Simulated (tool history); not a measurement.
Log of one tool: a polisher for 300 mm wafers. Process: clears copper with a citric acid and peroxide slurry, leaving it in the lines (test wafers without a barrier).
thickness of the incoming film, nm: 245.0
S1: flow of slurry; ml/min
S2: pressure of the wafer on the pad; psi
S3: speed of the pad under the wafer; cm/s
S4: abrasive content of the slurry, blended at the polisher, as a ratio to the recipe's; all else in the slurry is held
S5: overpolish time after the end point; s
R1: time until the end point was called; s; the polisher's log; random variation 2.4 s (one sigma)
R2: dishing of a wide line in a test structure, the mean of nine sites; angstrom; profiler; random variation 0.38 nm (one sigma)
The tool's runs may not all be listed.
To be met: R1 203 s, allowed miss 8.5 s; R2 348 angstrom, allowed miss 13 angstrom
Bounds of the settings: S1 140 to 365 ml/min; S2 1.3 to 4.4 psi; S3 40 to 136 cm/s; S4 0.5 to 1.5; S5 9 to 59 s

Run 1, day 0: S1 235 ml/min, S2 2.8 psi, S3 88 cm/s, S4 1, S5 30 s. Result: R1 132.12 s, R2 385.71 angstrom.
Run 2, day 0.329: S1 230 ml/min, S2 2.5 psi, S3 88 cm/s, S4 1, S5 33 s. Result: R1 147.87 s, R2 378.71 angstrom.
Run 3, day 0.508: S1 225 ml/min, S2 2.3 psi, S3 88 cm/s, S4 1, S5 35 s. Result: R1 160.49 s, R2 361.84 angstrom.
Run 4, day 0.538: S1 220 ml/min, S2 2.2 psi, S3 88 cm/s, S4 1, S5 37 s. Result: R1 166.64 s, R2 363.03 angstrom.
Run 5, day 0.658: S1 220 ml/min, S2 1.7 psi, S3 88 cm/s, S4 1, S5 37 s. Result: R1 213.22 s, R2 294.85 angstrom.
Run 6, day 0.879: S1 220 ml/min, S2 1.7 psi, S3 88 cm/s, S4 1, S5 38 s. Result: R1 214.75 s, R2 296.28 angstrom.
Run 7, day 0.929: S1 220 ml/min, S2 1.7 psi, S3 88 cm/s, S4 1, S5 39 s. Result: R1 211.19 s, R2 303.15 angstrom.
Run 8, day 1.146: S1 220 ml/min, S2 1.7 psi, S3 88 cm/s, S4 1, S5 40 s. Result: R1 219.49 s, R2 313.57 angstrom.

Which of these 5 next moves meets every target?
Run A, day 1.362: S1 235 ml/min, S2 1.8 psi, S3 74 cm/s, S4 1.05, S5 52 s. Result: R1 ?, R2 ?.
Run B, day 1.362: S1 185 ml/min, S2 2.4 psi, S3 70 cm/s, S4 0.9, S5 41 s. Result: R1 ?, R2 ?.
Run C, day 1.362: S1 230 ml/min, S2 1.5 psi, S3 94 cm/s, S4 1.15, S5 42 s. Result: R1 ?, R2 ?.
Run D, day 1.362: S1 220 ml/min, S2 1.5 psi, S3 88 cm/s, S4 1.05, S5 44 s. Result: R1 ?, R2 ?.
Run E, day 1.362: S1 245 ml/min, S2 1.7 psi, S3 92 cm/s, S4 1.1, S5 33 s. Result: R1 ?, R2 ?.

move      R1      R2
   A  233.62  363.67
   B  200.38  346.38
   C  216.49  319.92
   D  237.24  308.42
   E  197.17  285.49
A: takes the result that was furthest off past its target
B: meets every target
C: nearer than the last run, and not there yet
D: further off than the last run
E: further off than the last run
Move B is the one to make.
